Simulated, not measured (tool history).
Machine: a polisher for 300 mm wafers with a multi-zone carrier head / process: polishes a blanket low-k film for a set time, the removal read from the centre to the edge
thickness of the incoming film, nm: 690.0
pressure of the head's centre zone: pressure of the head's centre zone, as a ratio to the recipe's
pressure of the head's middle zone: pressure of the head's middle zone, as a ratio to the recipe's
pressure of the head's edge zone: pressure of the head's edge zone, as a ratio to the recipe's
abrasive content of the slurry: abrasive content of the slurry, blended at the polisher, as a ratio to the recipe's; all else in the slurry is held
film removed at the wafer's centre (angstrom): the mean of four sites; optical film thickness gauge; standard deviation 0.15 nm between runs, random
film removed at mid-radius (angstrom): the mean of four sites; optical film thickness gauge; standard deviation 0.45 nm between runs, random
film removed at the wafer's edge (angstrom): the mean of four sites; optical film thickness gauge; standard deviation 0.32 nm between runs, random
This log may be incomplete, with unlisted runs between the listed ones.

run  hour  flow of slurry (ml/min)  pressure of the head's centre zone  pressure of the head's middle zone  pressure of the head's edge zone  abrasive content of the slurry  polishing time (s)  film removed at the wafer's centre (angstrom)  film removed at mid-radius (angstrom)  film removed at the wafer's edge (angstrom)
  1     0                      280                                   1                                   1                                 1                               1                  68                                         353.94                                 369.35                                       357.26
  2   2.2                      275                                0.96                                0.99                              0.97                             0.9                  68                                         329.17                                  358.2                                        339.6
  3   6.6                      270                                0.93                                0.98                              0.96                             0.8                  68                                         302.58                                 326.03                                       321.16
  4  14.7                      270                                0.93                                1.04                              0.96                             0.8                  68                                         302.36                                 345.31                                       323.12
  5  17.1                      265                                0.91                                1.03                              0.93                            0.75                  68                                         290.69                                 335.55                                       304.05
  6  20.8                      225                                0.91                                1.03                              0.93                            0.75                  68                                         289.43                                 331.43                                       302.92
  7  29.3                      225                                0.91                                1.03                              0.93                            0.75                  68                                         287.86                                 323.63                                        307.7
  8  30.9                      225                                0.89                                1.02                              0.91                             0.7                  68                                         274.92                                 314.44                                       293.64
  9    38                      225                                0.88                                1.02                               0.9                             0.7                  68                                         273.62                                 314.51                                       285.87
 10  46.4                      225                                0.87                                1.01                               0.9                             0.7                  68                                         270.27                                 308.61                                       290.57

Forecast run 11:
 11  49.6                      225                                0.86                                1.01                              0.89                             0.7                  68                                              ?                                      ?                                            ?

Run 11 gave film removed at the wafer's centre (angstrom) 266.38, film removed at mid-radius (angstrom) 311.57, film removed at the wafer's edge (angstrom) 289.36.
